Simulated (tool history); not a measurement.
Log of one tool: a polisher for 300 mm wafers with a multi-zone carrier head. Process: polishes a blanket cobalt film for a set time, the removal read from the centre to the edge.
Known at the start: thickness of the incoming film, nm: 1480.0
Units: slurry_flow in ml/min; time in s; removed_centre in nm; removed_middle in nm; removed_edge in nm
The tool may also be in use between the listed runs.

Run 1, hour 0.0: slurry_flow 305 ml/min, centre_zone 1.00, middle_zone 1.00, edge_zone 1.00, time 77 s. Result: removed_centre 400.84 nm, removed_middle 401.50 nm, removed_edge 390.11 nm.
Run 2, hour 1.0: slurry_flow 305 ml/min, centre_zone 1.00, middle_zone 0.99, edge_zone 1.02, time 79 s. Result: removed_centre 399.89 nm, removed_middle 410.89 nm, removed_edge 404.44 nm.
Run 3, hour 6.8: slurry_flow 305 ml/min, centre_zone 1.01, middle_zone 0.98, edge_zone 1.03, time 81 s. Result: removed_centre 419.00 nm, removed_middle 416.02 nm, removed_edge 417.14 nm.
Run 4, hour 7.7: slurry_flow 305 ml/min, centre_zone 1.01, middle_zone 0.97, edge_zone 1.04, time 83 s. Result: removed_centre 421.88 nm, removed_middle 421.21 nm, removed_edge 430.42 nm.
Run 5, hour 12.6: slurry_flow 305 ml/min, centre_zone 1.01, middle_zone 0.97, edge_zone 1.08, time 83 s. Result: removed_centre 430.39 nm, removed_middle 419.52 nm, removed_edge 438.55 nm.
Run 6, hour 17.4: slurry_flow 305 ml/min, centre_zone 1.01, middle_zone 0.97, edge_zone 1.16, time 83 s. Result: removed_centre 432.07 nm, removed_middle 419.35 nm, removed_edge 453.88 nm.
Run 7, hour 21.1: slurry_flow 305 ml/min, centre_zone 1.01, middle_zone 0.97, edge_zone 1.16, time 85 s. Result: removed_centre 444.64 nm, removed_middle 434.12 nm, removed_edge 469.49 nm.
Run 8, hour 28.8: slurry_flow 305 ml/min, centre_zone 1.01, middle_zone 0.97, edge_zone 1.16, time 86 s. Result: removed_centre 453.32 nm, removed_middle 434.54 nm, removed_edge 475.65 nm.
Run 9, hour 36.5: slurry_flow 305 ml/min, centre_zone 1.01, middle_zone 0.97, edge_zone 1.16, time 87 s. Result: removed_centre 455.33 nm, removed_middle 447.03 nm, removed_edge 477.54 nm.
Run 10, hour 39.4: slurry_flow 305 ml/min, centre_zone 1.01, middle_zone 0.96, edge_zone 1.16, time 88 s. Result: removed_centre 455.65 nm, removed_middle 451.39 nm, removed_edge 484.09 nm.
Run 11, hour 43.6: slurry_flow 305 ml/min, centre_zone 1.02, middle_zone 0.95, edge_zone 1.16, time 89 s. Result: removed_centre 469.84 nm, removed_middle 440.73 nm, removed_edge 491.54 nm.
Run 12, hour 52.2: slurry_flow 305 ml/min, centre_zone 1.02, middle_zone 0.95, edge_zone 1.16, time 90 s. Result: removed_centre 468.37 nm, removed_middle 454.52 nm, removed_edge 497.88 nm.
Run 13, hour 59.9: slurry_flow 305 ml/min, centre_zone 1.03, middle_zone 0.95, edge_zone 1.16, time 91 s. Result: removed_centre 479.14 nm, removed_middle 455.27 nm, removed_edge 498.64 nm.
Run 14, hour 67.7: slurry_flow 310 ml/min, centre_zone 1.03, middle_zone 0.95, edge_zone 1.16, time 92 s. Result: removed_centre 485.51 nm, removed_middle 461.15 nm, removed_edge 500.50 nm.
Run 15, hour 69.4: slurry_flow 310 ml/min, centre_zone 1.03, middle_zone 0.95, edge_zone 1.16, time 93 s. Result: removed_centre 496.77 nm, removed_middle 467.27 nm, removed_edge 511.87 nm.
Run 16, hour 71.6: slurry_flow 310 ml/min, centre_zone 1.03, middle_zone 0.95, edge_zone 1.16, time 94 s. Result: removed_centre 503.60 nm, removed_middle 475.79 nm, removed_edge 519.11 nm.
Run 17, hour 72.4: slurry_flow 310 ml/min, centre_zone 1.03, middle_zone 0.95, edge_zone 1.16, time 95 s. Result: removed_centre 502.43 nm, removed_middle 479.66 nm, removed_edge 515.15 nm.

Run 18 comes next. What will it give?
Run 18, hour 78.9: slurry_flow 310 ml/min, centre_zone 1.03, middle_zone 0.95, edge_zone 1.16, time 96 s. Result: removed_centre ?, removed_middle ?, removed_edge ?.

Run 18 gave removed_centre 510.09 nm, removed_middle 476.42 nm, removed_edge 524.07 nm.
